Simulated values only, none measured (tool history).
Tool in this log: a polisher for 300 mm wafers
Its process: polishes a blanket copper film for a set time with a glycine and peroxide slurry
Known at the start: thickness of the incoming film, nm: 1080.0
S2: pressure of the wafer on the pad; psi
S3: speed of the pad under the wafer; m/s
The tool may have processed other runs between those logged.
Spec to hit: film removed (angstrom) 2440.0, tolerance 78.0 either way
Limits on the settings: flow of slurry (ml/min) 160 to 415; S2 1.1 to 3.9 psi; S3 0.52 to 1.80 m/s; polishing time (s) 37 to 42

{"run": 1, "day": 0.0, "flow of slurry (ml/min)": 265, "S2": 2.5, "S3": 1.16, "polishing time (s)": 42, "film removed (angstrom)": 1890.4}
{"run": 2, "day": 0.117, "flow of slurry (ml/min)": 305, "S2": 2.5, "S3": 1.16, "polishing time (s)": 42, "film removed (angstrom)": 1900.3}
{"run": 3, "day": 0.338, "flow of slurry (ml/min)": 305, "S2": 2.5, "S3": 0.9, "polishing time (s)": 42, "film removed (angstrom)": 1564.6}
{"run": 4, "day": 0.429, "flow of slurry (ml/min)": 240, "S2": 2.5, "S3": 0.9, "polishing time (s)": 42, "film removed (angstrom)": 1510.9}
{"day": 0.779, "done": "worn pad replaced by a new one"}
{"run": 5, "day": 0.779, "flow of slurry (ml/min)": 245, "S2": 2.7, "S3": 0.9, "polishing time (s)": 42, "film removed (angstrom)": 1779.1}
{"run": 6, "day": 0.958, "flow of slurry (ml/min)": 190, "S2": 2.7, "S3": 0.9, "polishing time (s)": 42, "film removed (angstrom)": 1729.3}
{"run": 7, "day": 1.229, "flow of slurry (ml/min)": 190, "S2": 2.8, "S3": 0.9, "polishing time (s)": 42, "film removed (angstrom)": 1766.7}
{"run": 8, "day": 1.258, "flow of slurry (ml/min)": 190, "S2": 2.9, "S3": 0.9, "polishing time (s)": 42, "film removed (angstrom)": 1837.4}
{"run": 9, "day": 1.442, "flow of slurry (ml/min)": 190, "S2": 3.0, "S3": 0.9, "polishing time (s)": 42, "film removed (angstrom)": 1866.1}
{"run": 10, "day": 1.592, "flow of slurry (ml/min)": 200, "S2": 3.7, "S3": 0.92, "polishing time (s)": 42, "film removed (angstrom)": 2286.3}

Next run, 5 choices. One meets every target within its allowed miss, the rest don't. Which?
{"run": "A", "day": 1.742, "flow of slurry (ml/min)": 245, "S2": 3.9, "S3": 0.98, "polishing time (s)": 42, "film removed (angstrom)": "?"}
{"run": "B", "day": 1.742, "flow of slurry (ml/min)": 200, "S2": 3.4, "S3": 1.14, "polishing time (s)": 42, "film removed (angstrom)": "?"}
{"run": "C", "day": 1.742, "flow of slurry (ml/min)": 180, "S2": 3.4, "S3": 1.2, "polishing time (s)": 42, "film removed (angstrom)": "?"}
{"run": "D", "day": 1.742, "flow of slurry (ml/min)": 270, "S2": 3.5, "S3": 1.12, "polishing time (s)": 42, "film removed (angstrom)": "?"}
{"run": "E", "day": 1.742, "flow of slurry (ml/min)": 225, "S2": 3.5, "S3": 1.08, "polishing time (s)": 40, "film removed (angstrom)": "?"}

move=A film_removed_(angstrom)=2571.9
move=B film_removed_(angstrom)=2539.3
move=C film_removed_(angstrom)=2609.2
move=D film_removed_(angstrom)=2664.8
move=E film_removed_(angstrom)=2405.5
A: moves the result that the last run missed by most past its target, out the other side
B: moves the result that the last run missed by most past its target, out the other side
C: moves the result that the last run missed by most past its target, out the other side
D: moves the result that the last run missed by most past its target, out the other side
E: every result lands within tolerance
Correct choice: E, which meets every target
